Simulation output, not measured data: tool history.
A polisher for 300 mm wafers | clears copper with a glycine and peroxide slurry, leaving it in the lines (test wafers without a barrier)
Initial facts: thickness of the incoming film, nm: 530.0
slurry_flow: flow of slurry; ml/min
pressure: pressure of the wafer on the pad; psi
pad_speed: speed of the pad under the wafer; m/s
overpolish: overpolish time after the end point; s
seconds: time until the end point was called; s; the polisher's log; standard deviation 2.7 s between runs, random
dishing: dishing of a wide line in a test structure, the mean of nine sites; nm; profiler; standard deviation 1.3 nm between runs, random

run	hour	slurry_flow	pressure	pad_speed	overpolish	seconds	dishing
1	0	165	2.6	1.26	25	82.217	89.127
2	4.2	165	2.2	1.18	25	97.553	76.189
3	9.9	165	1.9	1.12	26	108.79	68.248
4	16.4	165	2.2	1.12	26	101.9	76.162
5	20.3	165	1.9	1.06	27	114.51	71.404
6	28.2	165	1.7	1.02	27	130.9	66.335

What does the tool deliver on the next run?
7	28.8	165	1.6	1.02	27	?	?

{"run 7": {"seconds": 127.75, "dishing": 63.262}}

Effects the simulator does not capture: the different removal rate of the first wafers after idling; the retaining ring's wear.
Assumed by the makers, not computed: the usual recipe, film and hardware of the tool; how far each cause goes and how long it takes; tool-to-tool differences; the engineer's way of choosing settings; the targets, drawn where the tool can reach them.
